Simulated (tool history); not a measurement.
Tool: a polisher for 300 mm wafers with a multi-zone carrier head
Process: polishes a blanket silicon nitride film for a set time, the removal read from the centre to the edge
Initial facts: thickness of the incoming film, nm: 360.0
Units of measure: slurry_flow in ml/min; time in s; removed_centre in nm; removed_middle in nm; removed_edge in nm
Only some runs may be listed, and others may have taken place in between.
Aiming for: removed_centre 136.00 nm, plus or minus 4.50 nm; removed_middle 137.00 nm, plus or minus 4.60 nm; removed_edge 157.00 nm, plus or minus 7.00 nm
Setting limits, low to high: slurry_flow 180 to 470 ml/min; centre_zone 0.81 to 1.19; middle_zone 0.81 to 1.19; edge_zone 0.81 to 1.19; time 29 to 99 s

run,hour,slurry_flow,centre_zone,middle_zone,edge_zone,time,removed_centre,removed_middle,removed_edge
1,0.0,300,1.00,1.00,1.00,64,151.95,149.19,150.78
2,7.7,295,0.98,0.99,1.01,64,148.05,147.25,151.14
3,10.4,290,0.97,0.98,1.02,64,146.31,146.05,152.95
4,18.8,285,0.96,0.97,1.03,64,143.85,142.70,153.09
5,25.6,285,0.96,0.97,0.94,64,145.45,146.61,147.47
6,28.3,285,0.96,1.02,0.94,64,143.38,151.60,141.53
7,34.7,280,0.95,1.00,0.95,64,140.47,148.28,145.50
# hour 36.0: slurry nozzle cleaned
8,36.0,270,0.94,0.99,0.96,64,145.69,148.52,149.62
9,43.8,275,0.93,0.98,0.97,64,143.67,145.97,150.58
10,46.7,275,0.92,0.97,0.98,64,141.32,146.91,150.36
11,51.9,270,0.91,0.96,0.99,64,140.87,145.01,152.30
12,59.9,270,0.90,0.95,1.00,64,137.02,144.94,152.41
13,60.8,270,0.90,0.94,1.01,64,140.63,145.62,156.10
14,67.4,270,0.90,0.93,1.02,64,138.71,142.39,154.86

Consider the 4 candidate settings below. Which is the only one whose results all fall within their allowed miss of target?
A,74.0,295,0.89,0.90,1.09,62,?,?,?
B,74.0,260,0.95,0.88,1.04,60,?,?,?
C,74.0,190,0.91,0.91,1.08,61,?,?,?
D,74.0,355,0.93,0.86,1.02,64,?,?,?

move,removed_centre,removed_middle,removed_edge
A,133.40,136.30,156.06
B,135.62,127.54,145.94
C,125.16,127.10,145.82
D,146.80,137.95,158.14
A: meets every target
B: carries the result that was furthest off beyond its target, to the other side
C: carries the result that was furthest off beyond its target, to the other side
D: brings the result that was furthest off to its target, and leaves another outside
Correct choice: A, which meets every target

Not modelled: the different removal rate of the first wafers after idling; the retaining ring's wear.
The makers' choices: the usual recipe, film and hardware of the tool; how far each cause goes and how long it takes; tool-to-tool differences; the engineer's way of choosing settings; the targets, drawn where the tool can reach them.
